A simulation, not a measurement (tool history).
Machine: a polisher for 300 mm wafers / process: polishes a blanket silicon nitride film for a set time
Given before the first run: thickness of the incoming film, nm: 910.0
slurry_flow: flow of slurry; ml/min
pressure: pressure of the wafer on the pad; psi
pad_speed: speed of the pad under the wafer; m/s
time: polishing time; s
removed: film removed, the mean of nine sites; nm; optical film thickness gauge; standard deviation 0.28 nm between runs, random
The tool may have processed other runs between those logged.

{"run": 1, "hour": 0.0, "slurry_flow": 275, "pressure": 3.4, "pad_speed": 1.1, "time": 29, "removed": 52.878}
{"run": 2, "hour": 2.4, "slurry_flow": 275, "pressure": 2.9, "pad_speed": 1.1, "time": 29, "removed": 45.485}
{"run": 3, "hour": 10.3, "slurry_flow": 275, "pressure": 2.6, "pad_speed": 1.1, "time": 29, "removed": 42.922}
{"run": 4, "hour": 15.1, "slurry_flow": 275, "pressure": 2.6, "pad_speed": 1.24, "time": 29, "removed": 45.469}
{"run": 5, "hour": 22.7, "slurry_flow": 275, "pressure": 2.3, "pad_speed": 1.22, "time": 29, "removed": 41.266}
{"run": 6, "hour": 24.3, "slurry_flow": 275, "pressure": 2.3, "pad_speed": 1.46, "time": 29, "removed": 46.548}
{"run": 7, "hour": 30.9, "slurry_flow": 275, "pressure": 2.1, "pad_speed": 1.38, "time": 29, "removed": 41.085}
{"run": 8, "hour": 32.1, "slurry_flow": 275, "pressure": 1.9, "pad_speed": 1.36, "time": 29, "removed": 38.956}

Expected results for the next run?
{"run": 9, "hour": 33.1, "slurry_flow": 275, "pressure": 1.8, "pad_speed": 1.32, "time": 29, "removed": "?"}

removed: 37.240 nm
